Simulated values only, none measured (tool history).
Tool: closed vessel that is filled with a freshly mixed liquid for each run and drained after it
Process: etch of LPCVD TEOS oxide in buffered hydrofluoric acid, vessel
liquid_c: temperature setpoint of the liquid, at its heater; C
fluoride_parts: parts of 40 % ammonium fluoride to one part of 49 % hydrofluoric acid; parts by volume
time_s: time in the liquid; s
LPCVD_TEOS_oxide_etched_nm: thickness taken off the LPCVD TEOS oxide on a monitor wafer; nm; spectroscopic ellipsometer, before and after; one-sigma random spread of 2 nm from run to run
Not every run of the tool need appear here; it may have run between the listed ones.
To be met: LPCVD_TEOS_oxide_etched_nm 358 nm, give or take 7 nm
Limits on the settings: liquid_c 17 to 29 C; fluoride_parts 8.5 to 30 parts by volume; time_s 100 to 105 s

run    day  liquid_c  fluoride_parts  time_s  LPCVD_TEOS_oxide_etched_nm
  1      0        21              23     100                      173.95
  2  0.062        21              19     100                      199.65
  3  0.429        23              18     100                      236.13
  4  0.525        23              21     100                      206.29
  5  0.583        23            17.5     100                      240.11
  6   0.75        23            14.5     100                      291.67
  7  0.979        24            14.5     100                      307.57
  8   1.35      27.5            14.5     100                       375.2

Which one of the following 4 next-run settings gets every result inside its allowed miss? There is exactly one.
  A  1.721        27              14     100                           ?
  B  1.721      20.5            10.5     100                           ?
  C  1.721        28            15.5     100                           ?
  D  1.721      28.5              16     105                           ?

move  LPCVD_TEOS_oxide_etched_nm
   A                      374.77
   B                      348.01
   C                      357.77
   D                      373.94
A: as far off as the last run
B: carries the result that was furthest off beyond its target, to the other side
C: all results in spec
D: nearer the targets than the last run, but a result is still out of spec
The right move is C.

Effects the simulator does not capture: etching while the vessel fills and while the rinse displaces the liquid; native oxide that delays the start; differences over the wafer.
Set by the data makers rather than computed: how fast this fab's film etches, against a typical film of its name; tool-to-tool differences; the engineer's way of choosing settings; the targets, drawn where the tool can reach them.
